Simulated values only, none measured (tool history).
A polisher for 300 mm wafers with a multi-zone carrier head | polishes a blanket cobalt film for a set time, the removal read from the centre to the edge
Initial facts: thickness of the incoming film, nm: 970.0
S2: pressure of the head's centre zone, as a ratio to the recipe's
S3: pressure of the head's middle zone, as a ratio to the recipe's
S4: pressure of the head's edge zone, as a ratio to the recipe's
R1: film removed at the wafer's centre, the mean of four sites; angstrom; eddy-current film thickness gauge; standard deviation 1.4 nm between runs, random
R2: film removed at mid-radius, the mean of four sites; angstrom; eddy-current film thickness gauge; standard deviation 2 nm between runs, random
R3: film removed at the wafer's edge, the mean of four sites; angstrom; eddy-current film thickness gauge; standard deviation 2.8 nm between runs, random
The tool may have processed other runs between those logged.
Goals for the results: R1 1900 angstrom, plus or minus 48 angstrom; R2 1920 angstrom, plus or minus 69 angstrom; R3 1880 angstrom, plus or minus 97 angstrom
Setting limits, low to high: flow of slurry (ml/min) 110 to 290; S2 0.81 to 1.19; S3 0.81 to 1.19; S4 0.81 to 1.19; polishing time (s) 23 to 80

{"run": 1, "hour": 0.0, "flow of slurry (ml/min)": 185, "S2": 1, "S3": 1, "S4": 1, "polishing time (s)": 51, "R1": 1458.8, "R2": 1371.4, "R3": 1459.5}
{"run": 2, "hour": 0.5, "flow of slurry (ml/min)": 185, "S2": 1, "S3": 1, "S4": 1.04, "polishing time (s)": 51, "R1": 1466.6, "R2": 1385.9, "R3": 1452.9}
{"run": 3, "hour": 4.7, "flow of slurry (ml/min)": 145, "S2": 1, "S3": 1, "S4": 1.04, "polishing time (s)": 51, "R1": 1431.3, "R2": 1340.6, "R3": 1421}
{"run": 4, "hour": 10.3, "flow of slurry (ml/min)": 165, "S2": 1.01, "S3": 1.03, "S4": 1.07, "polishing time (s)": 54, "R1": 1532.1, "R2": 1476.6, "R3": 1542.1}
{"run": 5, "hour": 15.8, "flow of slurry (ml/min)": 180, "S2": 1.03, "S3": 1.06, "S4": 1.09, "polishing time (s)": 56, "R1": 1637, "R2": 1569.6, "R3": 1691.3}
{"run": 6, "hour": 17.8, "flow of slurry (ml/min)": 190, "S2": 1.04, "S3": 1.1, "S4": 1.04, "polishing time (s)": 57, "R1": 1685.6, "R2": 1622.7, "R3": 1709.7}
{"run": 7, "hour": 20.7, "flow of slurry (ml/min)": 190, "S2": 1.04, "S3": 1.1, "S4": 1.04, "polishing time (s)": 57, "R1": 1688.9, "R2": 1671.4, "R3": 1654.9}
{"run": 8, "hour": 29.3, "flow of slurry (ml/min)": 205, "S2": 1.06, "S3": 1.12, "S4": 1.06, "polishing time (s)": 58, "R1": 1745.8, "R2": 1742.1, "R3": 1727}
{"run": 9, "hour": 36.9, "flow of slurry (ml/min)": 215, "S2": 1.07, "S3": 1.13, "S4": 1.08, "polishing time (s)": 59, "R1": 1814.8, "R2": 1767.2, "R3": 1753.1}
{"run": 10, "hour": 43.5, "flow of slurry (ml/min)": 215, "S2": 1.07, "S3": 1.14, "S4": 1.09, "polishing time (s)": 60, "R1": 1834.8, "R2": 1822.4, "R3": 1825.8}
{"run": 11, "hour": 49.1, "flow of slurry (ml/min)": 220, "S2": 1.07, "S3": 1.15, "S4": 1.09, "polishing time (s)": 60, "R1": 1855.4, "R2": 1856.2, "R3": 1790.8}

Which one of the following 4 next-run settings gets every result inside its allowed miss? There is exactly one.
{"run": "A", "hour": 54.7, "flow of slurry (ml/min)": 220, "S2": 1.06, "S3": 1.17, "S4": 1.1, "polishing time (s)": 62, "R1": "?", "R2": "?", "R3": "?"}
{"run": "B", "hour": 54.7, "flow of slurry (ml/min)": 240, "S2": 1.06, "S3": 1.08, "S4": 1.1, "polishing time (s)": 60, "R1": "?", "R2": "?", "R3": "?"}
{"run": "C", "hour": 54.7, "flow of slurry (ml/min)": 290, "S2": 1.18, "S3": 1.19, "S4": 0.95, "polishing time (s)": 57, "R1": "?", "R2": "?", "R3": "?"}
{"run": "D", "hour": 54.7, "flow of slurry (ml/min)": 290, "S2": 1.03, "S3": 1.15, "S4": 1, "polishing time (s)": 58, "R1": "?", "R2": "?", "R3": "?"}

move=A R1=1893.5 R2=1901.5 R3=1865
move=B R1=1848.2 R2=1750.9 R3=1817.6
move=C R1=1959.8 R2=1814.1 R3=1625.8
move=D R1=1777.9 R2=1801.4 R3=1696.1
A: hits every target within its allowed miss
B: its largest miss is bigger than the last run's
C: takes the result that was furthest off past its target
D: its largest miss is bigger than the last run's
Answer: A

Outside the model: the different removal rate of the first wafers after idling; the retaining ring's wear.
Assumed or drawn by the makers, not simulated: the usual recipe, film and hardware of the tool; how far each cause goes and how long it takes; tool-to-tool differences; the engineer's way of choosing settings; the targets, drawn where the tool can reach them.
